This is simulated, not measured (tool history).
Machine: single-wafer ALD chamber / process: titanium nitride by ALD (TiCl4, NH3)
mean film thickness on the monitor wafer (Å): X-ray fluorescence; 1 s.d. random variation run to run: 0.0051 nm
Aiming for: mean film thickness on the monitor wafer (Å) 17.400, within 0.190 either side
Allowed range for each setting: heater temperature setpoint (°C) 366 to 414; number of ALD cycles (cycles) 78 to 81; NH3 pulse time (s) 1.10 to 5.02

| run | hour | heater temperature setpoint (°C) | number of ALD cycles (cycles) | NH3 pulse time (s) | mean film thickness on the monitor wafer (Å) |
|---|---|---|---|---|---|
| 1 | 0.0 | 390 | 81 | 3.06 | 18.425 |
| 2 | 8.6 | 387 | 80 | 2.69 | 17.907 |
| 3 | 16.8 | 381 | 80 | 2.69 | 17.977 |
| 4 | 24.2 | 381 | 79 | 2.58 | 17.674 |
| 5 | 30.1 | 381 | 79 | 3.42 | 17.942 |
| 6 | 30.6 | 381 | 81 | 3.42 | 18.321 |
| 7 | 38.1 | 379 | 80 | 3.20 | 18.075 |
| 8 | 42.9 | 378 | 79 | 2.99 | 17.748 |
| 9 | 50.3 | 377 | 79 | 2.90 | 17.776 |
| 10 | 54.2 | 376 | 79 | 2.74 | 17.631 |
| 11 | 58.2 | 376 | 79 | 2.74 | 17.615 |

Exercise: of the 4 proposed moves below, exactly one satisfies all targets within the stated allowed misses. Which move is it?
| A | 62.2 | 378 | 78 | 2.65 | ? |
| B | 62.2 | 371 | 81 | 2.74 | ? |
| C | 62.2 | 387 | 79 | 3.02 | ? |
| D | 62.2 | 374 | 80 | 3.02 | ? |

| move | mean film thickness on the monitor wafer (Å) |
|---|---|
| A | 17.452 |
| B | 18.072 |
| C | 17.900 |
| D | 17.992 |
A: every result within its allowed miss
B: lands further from the targets than the last run did
C: lands further from the targets than the last run did
D: lands further from the targets than the last run did
Move A is the one to make.
